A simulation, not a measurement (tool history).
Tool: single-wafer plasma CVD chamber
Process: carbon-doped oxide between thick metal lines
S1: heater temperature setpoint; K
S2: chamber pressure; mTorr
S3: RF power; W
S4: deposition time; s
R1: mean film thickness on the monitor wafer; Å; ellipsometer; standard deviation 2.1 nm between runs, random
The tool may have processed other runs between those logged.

run,hour,S1,S2,S3,S4,R1
1,0,643.15,4080,600,150,7190.1
2,5.7,643.15,4000,590,150,7127
3,9.2,643.15,4000,590,143,6747
4,15.9,638.15,4000,590,143,6828.7
5,16.9,638.15,4000,590,143,6864.5
6,21.8,629.15,4000,590,143,7004.2
7,29.6,630.15,3890,585,143,6882.4
8,36.2,630.15,3790,580,143,6871.6
9,37.5,635.15,3330,505,143,6054.7
10,39.4,635.15,3390,510,143,6139.3
11,40.7,635.15,3390,510,143,6129.1
12,47.9,635.15,3430,510,143,6161.6
13,49.3,635.15,3470,510,143,6111
14,55.9,635.15,3500,515,143,6151.9
15,64.4,635.15,3520,515,143,6181.4
16,65.5,635.15,3550,515,143,6171.7

Expected results for the next run?
17,73.8,635.15,3570,515,143,?

R1: 6164.9 Å
